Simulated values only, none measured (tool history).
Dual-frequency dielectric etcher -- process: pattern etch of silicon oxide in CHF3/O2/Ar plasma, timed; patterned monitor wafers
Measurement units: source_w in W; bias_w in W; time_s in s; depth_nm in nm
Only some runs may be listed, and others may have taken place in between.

Run 1, hour 0.0: source_w 680 W, bias_w 143 W, time_s 373.0 s. Result: depth_nm 623.71 nm.
Run 2, hour 2.1: source_w 680 W, bias_w 166 W, time_s 373.0 s. Result: depth_nm 657.62 nm.
Run 3, hour 7.4: source_w 680 W, bias_w 157 W, time_s 373.0 s. Result: depth_nm 642.47 nm.
Run 4, hour 8.5: source_w 730 W, bias_w 157 W, time_s 373.0 s. Result: depth_nm 656.51 nm.
Run 5, hour 10.8: source_w 730 W, bias_w 157 W, time_s 343.0 s. Result: depth_nm 607.64 nm.
Run 6, hour 16.6: source_w 760 W, bias_w 170 W, time_s 346.5 s. Result: depth_nm 634.59 nm.
Run 7, hour 22.8: source_w 760 W, bias_w 170 W, time_s 346.5 s. Result: depth_nm 635.57 nm.

The next listed run, before its measurement:
Run 8, hour 27.0: source_w 900 W, bias_w 178 W, time_s 348.0 s. Result: depth_nm ?.

{"run 8": {"depth_nm": 684.6}}

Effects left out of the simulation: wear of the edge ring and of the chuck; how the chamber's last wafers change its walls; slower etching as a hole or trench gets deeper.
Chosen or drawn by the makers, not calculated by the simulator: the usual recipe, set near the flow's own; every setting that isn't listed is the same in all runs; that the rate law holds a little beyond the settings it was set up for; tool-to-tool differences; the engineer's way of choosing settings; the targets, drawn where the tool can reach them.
